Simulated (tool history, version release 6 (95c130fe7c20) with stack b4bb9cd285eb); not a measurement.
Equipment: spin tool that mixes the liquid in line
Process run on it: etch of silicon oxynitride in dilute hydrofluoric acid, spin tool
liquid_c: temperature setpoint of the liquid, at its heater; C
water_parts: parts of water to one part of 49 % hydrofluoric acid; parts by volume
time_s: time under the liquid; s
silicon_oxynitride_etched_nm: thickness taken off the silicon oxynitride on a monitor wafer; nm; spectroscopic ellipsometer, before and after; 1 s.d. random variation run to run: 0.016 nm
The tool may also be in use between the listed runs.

Run 1, day 0: liquid_c 25 C, water_parts 160 parts by volume, time_s 40 s. Result: silicon_oxynitride_etched_nm 0.39508 nm.
Run 2, day 0.092: liquid_c 25 C, water_parts 105 parts by volume, time_s 40 s. Result: silicon_oxynitride_etched_nm 0.61352 nm.
Run 3, day 0.192: liquid_c 25.5 C, water_parts 105 parts by volume, time_s 40 s. Result: silicon_oxynitride_etched_nm 0.6531 nm.
Run 4, day 0.454: liquid_c 25.5 C, water_parts 105 parts by volume, time_s 40 s. Result: silicon_oxynitride_etched_nm 0.6214 nm.
Run 5, day 0.746: liquid_c 23 C, water_parts 105 parts by volume, time_s 40 s. Result: silicon_oxynitride_etched_nm 0.56551 nm.
Run 6, day 0.783: liquid_c 23 C, water_parts 105 parts by volume, time_s 20 s. Result: silicon_oxynitride_etched_nm 0.28385 nm.
Run 7, day 1.021: liquid_c 23.5 C, water_parts 105 parts by volume, time_s 20 s. Result: silicon_oxynitride_etched_nm 0.28502 nm.
Run 8, day 1.208: liquid_c 24 C, water_parts 105 parts by volume, time_s 20 s. Result: silicon_oxynitride_etched_nm 0.29948 nm.
Run 9, day 1.383: liquid_c 24 C, water_parts 105 parts by volume, time_s 20 s. Result: silicon_oxynitride_etched_nm 0.30732 nm.
Run 10, day 1.458: liquid_c 28 C, water_parts 40 parts by volume, time_s 40 s. Result: silicon_oxynitride_etched_nm 1.9078 nm.
Run 11, day 1.646: liquid_c 27.5 C, water_parts 40 parts by volume, time_s 40 s. Result: silicon_oxynitride_etched_nm 1.9822 nm.
Run 12, day 1.908: liquid_c 27 C, water_parts 40 parts by volume, time_s 40 s. Result: silicon_oxynitride_etched_nm 1.9496 nm.
Run 13, day 1.933: liquid_c 26.5 C, water_parts 40 parts by volume, time_s 40 s. Result: silicon_oxynitride_etched_nm 1.8441 nm.
Run 14, day 2.258: liquid_c 26 C, water_parts 40 parts by volume, time_s 40 s. Result: silicon_oxynitride_etched_nm 1.8693 nm.
Run 15, day 2.438: liquid_c 25 C, water_parts 40 parts by volume, time_s 40 s. Result: silicon_oxynitride_etched_nm 1.6529 nm.
Run 16, day 2.675: liquid_c 24 C, water_parts 40 parts by volume, time_s 40 s. Result: silicon_oxynitride_etched_nm 1.6334 nm.
Run 17, day 2.983: liquid_c 23.5 C, water_parts 45 parts by volume, time_s 40 s. Result: silicon_oxynitride_etched_nm 1.3784 nm.
Run 18, day 3.254: liquid_c 23 C, water_parts 45 parts by volume, time_s 40 s. Result: silicon_oxynitride_etched_nm 1.3638 nm.
Run 19, day 3.571: liquid_c 22.5 C, water_parts 45 parts by volume, time_s 40 s. Result: silicon_oxynitride_etched_nm 1.377 nm.
Run 20, day 3.888: liquid_c 22 C, water_parts 45 parts by volume, time_s 40 s. Result: silicon_oxynitride_etched_nm 1.3154 nm.
Run 21, day 4.183: liquid_c 21.5 C, water_parts 45 parts by volume, time_s 40 s. Result: silicon_oxynitride_etched_nm 1.3134 nm.

The next listed run, before its measurement:
Run 22, day 4.454: liquid_c 21 C, water_parts 45 parts by volume, time_s 40 s. Result: silicon_oxynitride_etched_nm ?.

{"run 22": {"silicon_oxynitride_etched_nm": 1.277}}

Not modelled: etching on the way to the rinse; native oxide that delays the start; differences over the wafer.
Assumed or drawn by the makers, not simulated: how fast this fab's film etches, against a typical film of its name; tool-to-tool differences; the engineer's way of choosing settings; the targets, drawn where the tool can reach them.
